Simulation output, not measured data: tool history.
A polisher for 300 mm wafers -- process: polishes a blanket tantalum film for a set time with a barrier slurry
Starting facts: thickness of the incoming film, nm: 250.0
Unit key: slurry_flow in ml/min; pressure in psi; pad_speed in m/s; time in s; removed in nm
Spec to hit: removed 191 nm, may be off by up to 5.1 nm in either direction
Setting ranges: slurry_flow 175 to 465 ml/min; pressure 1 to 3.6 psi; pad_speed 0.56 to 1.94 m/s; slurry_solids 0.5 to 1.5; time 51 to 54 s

Run 1, hour 0: slurry_flow 295 ml/min, pressure 2.3 psi, pad_speed 1.24 m/s, slurry_solids 1, time 51 s. Result: removed 118.9 nm.
Run 2, hour 7.7: slurry_flow 230 ml/min, pressure 2.3 psi, pad_speed 1.24 m/s, slurry_solids 1, time 51 s. Result: removed 115.04 nm.
Run 3, hour 14.6: slurry_flow 240 ml/min, pressure 2.5 psi, pad_speed 1.24 m/s, slurry_solids 1, time 51 s. Result: removed 125.35 nm.
Run 4, hour 17.1: slurry_flow 240 ml/min, pressure 2.5 psi, pad_speed 0.98 m/s, slurry_solids 1, time 51 s. Result: removed 99.367 nm.
Run 5, hour 24.7: slurry_flow 250 ml/min, pressure 2.7 psi, pad_speed 1.02 m/s, slurry_solids 1, time 51 s. Result: removed 112.17 nm.
Run 6, hour 30.4: slurry_flow 260 ml/min, pressure 2.9 psi, pad_speed 1.04 m/s, slurry_solids 1, time 51 s. Result: removed 121.89 nm.
Run 7, hour 38.3: slurry_flow 265 ml/min, pressure 3 psi, pad_speed 1.08 m/s, slurry_solids 1, time 51 s. Result: removed 133.29 nm.
Run 8, hour 44.2: slurry_flow 270 ml/min, pressure 3.1 psi, pad_speed 1.1 m/s, slurry_solids 1, time 51 s. Result: removed 138.51 nm.
Run 9, hour 49.9: slurry_flow 275 ml/min, pressure 3.2 psi, pad_speed 1.12 m/s, slurry_solids 1, time 51 s. Result: removed 146.49 nm.
Run 10, hour 52.6: slurry_flow 280 ml/min, pressure 3.6 psi, pad_speed 1.26 m/s, slurry_solids 1, time 51 s. Result: removed 184.28 nm.

Exercise: of the 4 proposed moves below, exactly one satisfies all targets within the stated allowed misses. Which move is it?
Run A, hour 55.3: slurry_flow 290 ml/min, pressure 3.5 psi, pad_speed 1.26 m/s, slurry_solids 0.8, time 53 s. Result: removed ?.
Run B, hour 55.3: slurry_flow 235 ml/min, pressure 3.6 psi, pad_speed 1.14 m/s, slurry_solids 1.15, time 53 s. Result: removed ?.
Run C, hour 55.3: slurry_flow 275 ml/min, pressure 3.6 psi, pad_speed 1.16 m/s, slurry_solids 0.95, time 54 s. Result: removed ?.
Run D, hour 55.3: slurry_flow 280 ml/min, pressure 3.6 psi, pad_speed 1.26 m/s, slurry_solids 1.05, time 52 s. Result: removed ?.

move  removed
   A   177.69
   B   177.36
   C   178.77
   D   191.59
A: its largest miss is bigger than the last run's
B: its largest miss is bigger than the last run's
C: its largest miss is bigger than the last run's
D: every result lands within tolerance
So the answer is move D, the one that meets all the targets.
